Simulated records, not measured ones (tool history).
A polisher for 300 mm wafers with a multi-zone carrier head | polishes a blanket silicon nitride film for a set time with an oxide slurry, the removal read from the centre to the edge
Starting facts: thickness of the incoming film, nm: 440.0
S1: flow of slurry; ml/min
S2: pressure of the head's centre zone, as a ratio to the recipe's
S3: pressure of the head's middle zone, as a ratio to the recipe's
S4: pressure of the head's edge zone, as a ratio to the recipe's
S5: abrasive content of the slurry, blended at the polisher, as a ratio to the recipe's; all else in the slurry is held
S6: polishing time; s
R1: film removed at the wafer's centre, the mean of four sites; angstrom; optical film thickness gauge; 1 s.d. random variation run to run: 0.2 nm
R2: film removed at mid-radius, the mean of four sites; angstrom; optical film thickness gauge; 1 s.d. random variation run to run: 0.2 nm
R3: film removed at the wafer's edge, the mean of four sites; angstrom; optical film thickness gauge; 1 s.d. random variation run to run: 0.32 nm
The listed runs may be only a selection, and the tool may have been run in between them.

run  hour   S1    S2    S3    S4    S5  S6      R1      R2      R3
  1     0  300     1     1     1     1  32  215.48  213.24  210.15
  2   5.6  300     1     1     1   1.1  32  226.44  221.31  218.67
  3   8.6  300     1     1     1   1.1  26  181.11  179.12  184.14
  4   9.5  300     1     1     1  1.25  26  188.12  190.35  184.89
  5  11.2  300     1     1  1.07  1.25  26  191.59  187.21  190.31
  6  19.7  300     1     1  1.07  1.05  26  180.19  178.64   179.2
  7  25.6  305  1.01  1.03  1.08  1.15  27  193.55  194.49  196.16
  8  30.5  360  1.11  1.13  0.99   1.4  29  239.52   244.2  219.17
  9  38.3  365  1.12  1.14  1.01   1.4  29  244.27  245.46  217.07
 10  40.5  365  1.11  1.14  1.03   1.4  29  239.42  246.05  225.28
 11  44.8  370  1.12  1.15  1.04   1.4  29  244.33  246.37  224.12
 12  47.6  370  1.12  1.16  1.05   1.4  29  242.74  246.01  227.39

Expected results for the next run?
 13  54.6  375  1.12  1.17  1.05  1.4  29   ?   ?   ?

R1: 241.36 angstrom
R2: 252.14 angstrom
R3: 228.16 angstrom
